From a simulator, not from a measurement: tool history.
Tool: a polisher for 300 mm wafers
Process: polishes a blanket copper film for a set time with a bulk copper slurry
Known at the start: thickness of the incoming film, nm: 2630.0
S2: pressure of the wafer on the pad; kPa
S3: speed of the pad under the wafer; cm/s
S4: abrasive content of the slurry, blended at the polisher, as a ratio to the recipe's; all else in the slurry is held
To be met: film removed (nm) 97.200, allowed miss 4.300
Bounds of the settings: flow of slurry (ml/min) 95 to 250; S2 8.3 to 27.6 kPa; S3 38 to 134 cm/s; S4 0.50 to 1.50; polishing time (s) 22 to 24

run 1 hour=0.0 | flow_of_slurry_(ml/min)=160 S2=17.9 S3=86 S4=1.00 polishing_time_(s)=24 | film_removed_(nm)=136.740
run 2 hour=4.7 | flow_of_slurry_(ml/min)=190 S2=17.9 S3=86 S4=1.00 polishing_time_(s)=24 | film_removed_(nm)=140.260
run 3 hour=6.2 | flow_of_slurry_(ml/min)=190 S2=16.5 S3=86 S4=1.00 polishing_time_(s)=24 | film_removed_(nm)=133.620
run 4 hour=13.8 | flow_of_slurry_(ml/min)=185 S2=15.2 S3=86 S4=1.00 polishing_time_(s)=24 | film_removed_(nm)=126.520
run 5 hour=21.7 | flow_of_slurry_(ml/min)=185 S2=13.8 S3=86 S4=1.00 polishing_time_(s)=24 | film_removed_(nm)=120.510
-- hour=22.5 worn pad replaced by a new one
run 6 hour=22.5 | flow_of_slurry_(ml/min)=185 S2=13.1 S3=86 S4=1.00 polishing_time_(s)=24 | film_removed_(nm)=122.450
run 7 hour=30.8 | flow_of_slurry_(ml/min)=185 S2=12.4 S3=84 S4=1.00 polishing_time_(s)=24 | film_removed_(nm)=114.970
run 8 hour=36.6 | flow_of_slurry_(ml/min)=185 S2=11.7 S3=84 S4=1.00 polishing_time_(s)=24 | film_removed_(nm)=112.780
run 9 hour=38.5 | flow_of_slurry_(ml/min)=185 S2=11.0 S3=84 S4=1.00 polishing_time_(s)=24 | film_removed_(nm)=110.570
run 10 hour=47.3 | flow_of_slurry_(ml/min)=185 S2=10.3 S3=84 S4=1.00 polishing_time_(s)=24 | film_removed_(nm)=105.560
run 11 hour=54.9 | flow_of_slurry_(ml/min)=185 S2=9.7 S3=84 S4=1.00 polishing_time_(s)=24 | film_removed_(nm)=99.913

5 next moves are on the table. One of them brings every result within its allowed miss. Which?
run A hour=62.5 | flow_of_slurry_(ml/min)=225 S2=14.5 S3=76 S4=1.00 polishing_time_(s)=23 | film_removed_(nm)=?
run B hour=62.5 | flow_of_slurry_(ml/min)=185 S2=9.7 S3=96 S4=1.25 polishing_time_(s)=22 | film_removed_(nm)=?
run C hour=62.5 | flow_of_slurry_(ml/min)=155 S2=15.2 S3=66 S4=1.40 polishing_time_(s)=23 | film_removed_(nm)=?
run D hour=62.5 | flow_of_slurry_(ml/min)=165 S2=13.8 S3=72 S4=0.90 polishing_time_(s)=23 | film_removed_(nm)=?
run E hour=62.5 | flow_of_slurry_(ml/min)=170 S2=9.7 S3=94 S4=0.95 polishing_time_(s)=24 | film_removed_(nm)=?

move=A film_removed_(nm)=114.290
move=B film_removed_(nm)=110.170
move=C film_removed_(nm)=104.520
move=D film_removed_(nm)=99.377
move=E film_removed_(nm)=110.610
A: further off than the last run
B: further off than the last run
C: further off than the last run
D: meets every target
E: further off than the last run
The right move is D.
